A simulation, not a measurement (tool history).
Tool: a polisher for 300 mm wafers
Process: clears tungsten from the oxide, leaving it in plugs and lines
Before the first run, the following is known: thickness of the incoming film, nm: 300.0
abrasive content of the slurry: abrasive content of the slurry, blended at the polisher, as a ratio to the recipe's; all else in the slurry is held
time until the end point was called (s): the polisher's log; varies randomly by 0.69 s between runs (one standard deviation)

run    day  flow of slurry (ml/min)  pressure of the wafer on the pad (kPa)  speed of the pad under the wafer (m/s)  abrasive content of the slurry  overpolish time after the end point (s)  time until the end point was called (s)
  1  0.000                      130                                    15.9                                    0.84                             1.0                                        5                                   119.42
  2  0.300                      130                                    12.4                                    0.84                             1.0                                        5                                   151.74
  3  0.329                      130                                    12.4                                    0.84                             1.0                                        4                                   150.90
  4  0.642                      130                                    12.4                                    0.84                             1.2                                        4                                   144.25
  5  0.704                      140                                    13.8                                    0.84                             1.2                                        4                                   129.44
  6  0.888                      140                                    13.8                                    0.84                             1.2                                        5                                   129.20
  7  0.942                      145                                    15.2                                    0.84                             1.2                                        5                                   117.47

Estimate the outcome of run 8 from the log above:
  8  1.233                      150                                    15.9                                    0.84                             1.2                                        5                                        ?

time until the end point was called (s): 110.96

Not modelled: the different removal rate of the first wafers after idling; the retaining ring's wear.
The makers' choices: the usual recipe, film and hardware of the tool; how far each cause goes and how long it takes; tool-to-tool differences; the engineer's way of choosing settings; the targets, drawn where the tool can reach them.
